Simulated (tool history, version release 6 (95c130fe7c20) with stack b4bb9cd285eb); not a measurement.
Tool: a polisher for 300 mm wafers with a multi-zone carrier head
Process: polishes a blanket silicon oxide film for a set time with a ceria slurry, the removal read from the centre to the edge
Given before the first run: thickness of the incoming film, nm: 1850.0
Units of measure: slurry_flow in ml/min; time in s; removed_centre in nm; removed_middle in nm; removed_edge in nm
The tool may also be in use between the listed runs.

| run | hour | slurry_flow | centre_zone | middle_zone | edge_zone | time | removed_centre | removed_middle | removed_edge |
|---|---|---|---|---|---|---|---|---|---|
| 1 | 0 | 320 | 1 | 1 | 1 | 30 | 128.71 | 123.29 | 127.63 |
| 2 | 3.1 | 320 | 1.08 | 1 | 1 | 30 | 137.39 | 123.03 | 127.12 |
| 3 | 3.7 | 315 | 1.06 | 0.99 | 0.99 | 28 | 125.43 | 112.69 | 119.19 |
| 4 | 12 | 315 | 1.06 | 1.07 | 0.99 | 28 | 125.94 | 119.78 | 118.27 |
| 5 | 13.4 | 315 | 1.06 | 1.12 | 0.99 | 28 | 125.83 | 125.3 | 119.22 |
| 6 | 20.4 | 310 | 1.04 | 1.1 | 0.98 | 27 | 122.05 | 119.89 | 114.4 |
| 7 | 24.7 | 305 | 1.02 | 1.08 | 0.99 | 26 | 111.62 | 114.56 | 110.82 |
| 8 | 26.2 | 305 | 1.01 | 1.06 | 0.99 | 25 | 106.14 | 105.99 | 106.54 |

Run 9, settings as shown, results not yet in. Your forecast:
| 9 | 32.7 | 305 | 1 | 1.04 | 0.98 | 24 | ? | ? | ? |

{"run 9": {"removed_centre": 101.71, "removed_middle": 101.25, "removed_edge": 102.46}}
